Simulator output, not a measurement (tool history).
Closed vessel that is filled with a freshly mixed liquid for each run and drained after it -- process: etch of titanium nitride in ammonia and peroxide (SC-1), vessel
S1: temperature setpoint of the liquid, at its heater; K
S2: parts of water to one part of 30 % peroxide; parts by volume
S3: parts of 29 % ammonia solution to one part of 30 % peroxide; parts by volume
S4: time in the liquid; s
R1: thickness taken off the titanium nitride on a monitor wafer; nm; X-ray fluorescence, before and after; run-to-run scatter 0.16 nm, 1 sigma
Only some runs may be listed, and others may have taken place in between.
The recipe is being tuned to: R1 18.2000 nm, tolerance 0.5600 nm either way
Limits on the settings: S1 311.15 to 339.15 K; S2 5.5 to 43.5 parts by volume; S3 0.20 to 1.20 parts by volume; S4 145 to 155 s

{"run": 1, "hour": 0.0, "S1": 323.15, "S2": 24.5, "S3": 0.85, "S4": 145, "R1": 6.9425}
{"run": 2, "hour": 3.0, "S1": 323.15, "S2": 24.5, "S3": 0.85, "S4": 145, "R1": 6.8878}
{"run": 3, "hour": 9.5, "S1": 326.15, "S2": 24.5, "S3": 0.85, "S4": 145, "R1": 8.5945}
{"run": 4, "hour": 11.7, "S1": 328.15, "S2": 24.5, "S3": 0.85, "S4": 145, "R1": 9.7683}
{"run": 5, "hour": 13.3, "S1": 328.15, "S2": 24.5, "S3": 0.7, "S4": 145, "R1": 9.3736}
{"run": 6, "hour": 22.1, "S1": 328.15, "S2": 24.5, "S3": 0.7, "S4": 155, "R1": 10.036}
{"run": 7, "hour": 22.9, "S1": 330.15, "S2": 24.5, "S3": 0.7, "S4": 155, "R1": 11.551}
{"run": 8, "hour": 31.4, "S1": 330.15, "S2": 24.5, "S3": 0.7, "S4": 155, "R1": 11.587}
{"run": 9, "hour": 39.2, "S1": 331.65, "S2": 24.5, "S3": 0.7, "S4": 155, "R1": 12.592}
{"run": 10, "hour": 42.9, "S1": 332.65, "S2": 24.5, "S3": 0.7, "S4": 155, "R1": 13.474}
{"run": 11, "hour": 51.2, "S1": 333.65, "S2": 24.5, "S3": 0.7, "S4": 155, "R1": 14.272}
{"run": 12, "hour": 57.1, "S1": 334.65, "S2": 24.5, "S3": 0.7, "S4": 155, "R1": 15.433}

Exercise: of the 4 proposed moves below, exactly one satisfies all targets within the stated allowed misses. Which move is it?
{"run": "A", "hour": 63.0, "S1": 334.65, "S2": 25.0, "S3": 0.7, "S4": 145, "R1": "?"}
{"run": "B", "hour": 63.0, "S1": 335.65, "S2": 27.5, "S3": 0.6, "S4": 150, "R1": "?"}
{"run": "C", "hour": 63.0, "S1": 334.65, "S2": 31.5, "S3": 0.45, "S4": 150, "R1": "?"}
{"run": "D", "hour": 63.0, "S1": 335.65, "S2": 20.0, "S3": 0.65, "S4": 155, "R1": "?"}

move=A R1=14.3770
move=B R1=14.6120
move=C R1=12.0000
move=D R1=18.3210
A: the biggest miss grows against the last run
B: the biggest miss grows against the last run
C: the biggest miss grows against the last run
D: each result inside its tolerance
The move that meets every target is D.

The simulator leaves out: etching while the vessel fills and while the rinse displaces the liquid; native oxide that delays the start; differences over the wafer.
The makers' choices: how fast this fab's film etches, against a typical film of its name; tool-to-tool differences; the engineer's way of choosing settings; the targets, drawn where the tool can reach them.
